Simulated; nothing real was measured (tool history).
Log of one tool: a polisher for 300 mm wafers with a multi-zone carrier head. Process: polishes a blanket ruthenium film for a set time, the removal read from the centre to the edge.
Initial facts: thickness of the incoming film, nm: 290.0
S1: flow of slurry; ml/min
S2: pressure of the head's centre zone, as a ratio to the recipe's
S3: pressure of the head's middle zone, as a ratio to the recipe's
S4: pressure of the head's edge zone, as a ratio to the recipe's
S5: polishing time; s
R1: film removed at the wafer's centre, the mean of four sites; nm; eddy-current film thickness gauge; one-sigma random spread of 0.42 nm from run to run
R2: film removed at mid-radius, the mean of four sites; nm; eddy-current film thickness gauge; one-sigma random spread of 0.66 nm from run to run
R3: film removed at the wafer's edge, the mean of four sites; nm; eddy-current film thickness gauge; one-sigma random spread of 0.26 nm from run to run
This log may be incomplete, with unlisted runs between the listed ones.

run 1 hour=0 | S1=275 S2=1 S3=1 S4=1 S5=59 | R1=33.08 R2=33.715 R3=33.228
run 2 hour=5.3 | S1=275 S2=1.08 S3=1 S4=1 S5=59 | R1=37.212 R2=33.302 R3=33.155
run 3 hour=12.7 | S1=275 S2=1.08 S3=1 S4=1.08 S5=59 | R1=36.207 R2=33.295 R3=34.627
run 4 hour=18.5 | S1=275 S2=1.14 S3=1 S4=1.08 S5=59 | R1=38.744 R2=33.237 R3=34.769
run 5 hour=25.5 | S1=280 S2=1.13 S3=1.03 S4=1.08 S5=60 | R1=38.219 R2=35.183 R3=35.054
run 6 hour=27 | S1=285 S2=1.14 S3=1.05 S4=1.09 S5=61 | R1=39.77 R2=36.212 R3=35.858
run 7 hour=30.6 | S1=290 S2=1.14 S3=1.07 S4=1.1 S5=62 | R1=41.106 R2=37.188 R3=36.411
run 8 hour=36.7 | S1=290 S2=1.13 S3=1.09 S4=1.1 S5=63 | R1=40.22 R2=38.885 R3=37.886
run 9 hour=39.6 | S1=295 S2=1.13 S3=1.1 S4=1.1 S5=63 | R1=41.037 R2=40.543 R3=37.045

Run 10 is up next; what results do you expect?
run 10 hour=41.9 | S1=300 S2=1.13 S3=1.11 S4=1.11 S5=63 | R1=? R2=? R3=?

Run 10 yielded R1 41.058 nm, R2 38.524 nm, R3 37.58 nm.
